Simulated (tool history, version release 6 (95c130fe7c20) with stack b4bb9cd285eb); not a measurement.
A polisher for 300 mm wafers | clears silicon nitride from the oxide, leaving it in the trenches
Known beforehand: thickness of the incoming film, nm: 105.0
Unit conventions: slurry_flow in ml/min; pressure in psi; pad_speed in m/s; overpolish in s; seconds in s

run,hour,slurry_flow,pressure,pad_speed,overpolish,seconds
1,0.0,220,2.5,0.80,12,156.94
2,1.2,220,2.6,0.80,12,151.90
3,8.4,220,2.7,0.80,12,144.86
4,15.1,220,2.7,0.64,12,177.71
5,20.5,220,2.8,0.64,12,170.70
6,28.7,220,3.0,0.64,12,162.97

Expected results for the next run?
# hour 35.9: slurry nozzle cleaned
7,35.9,220,3.1,0.66,12,?

{"run 7": {"seconds": 151.18}}

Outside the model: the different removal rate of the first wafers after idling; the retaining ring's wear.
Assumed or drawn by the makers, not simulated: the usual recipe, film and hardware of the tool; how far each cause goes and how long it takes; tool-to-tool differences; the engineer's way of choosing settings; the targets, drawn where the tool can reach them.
